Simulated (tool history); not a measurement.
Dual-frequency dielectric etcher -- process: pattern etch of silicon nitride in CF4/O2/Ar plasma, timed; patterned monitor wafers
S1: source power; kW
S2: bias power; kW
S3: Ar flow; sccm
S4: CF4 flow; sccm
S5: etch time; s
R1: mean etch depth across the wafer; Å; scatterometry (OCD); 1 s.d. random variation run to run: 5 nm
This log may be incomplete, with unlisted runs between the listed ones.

{"run": 1, "hour": 0.0, "S1": 0.43, "S2": 0.061, "S3": 111, "S4": 84, "S5": 602.5, "R1": 10800}
{"run": 2, "hour": 2.5, "S1": 0.42, "S2": 0.061, "S3": 111, "S4": 84, "S5": 602.5, "R1": 10686}
{"run": 3, "hour": 3.9, "S1": 0.47, "S2": 0.061, "S3": 111, "S4": 84, "S5": 602.5, "R1": 11456}
{"run": 4, "hour": 11.2, "S1": 0.45, "S2": 0.061, "S3": 111, "S4": 84, "S5": 602.5, "R1": 11181}
{"run": 5, "hour": 19.6, "S1": 0.45, "S2": 0.061, "S3": 97, "S4": 84, "S5": 602.5, "R1": 11507}
{"run": 6, "hour": 26.6, "S1": 0.43, "S2": 0.061, "S3": 97, "S4": 84, "S5": 602.5, "R1": 11108}

Run 7 is up next; what results do you expect?
{"run": 7, "hour": 31.3, "S1": 0.41, "S2": 0.061, "S3": 97, "S4": 84, "S5": 602.5, "R1": "?"}

{"run 7": {"R1": 10757}}
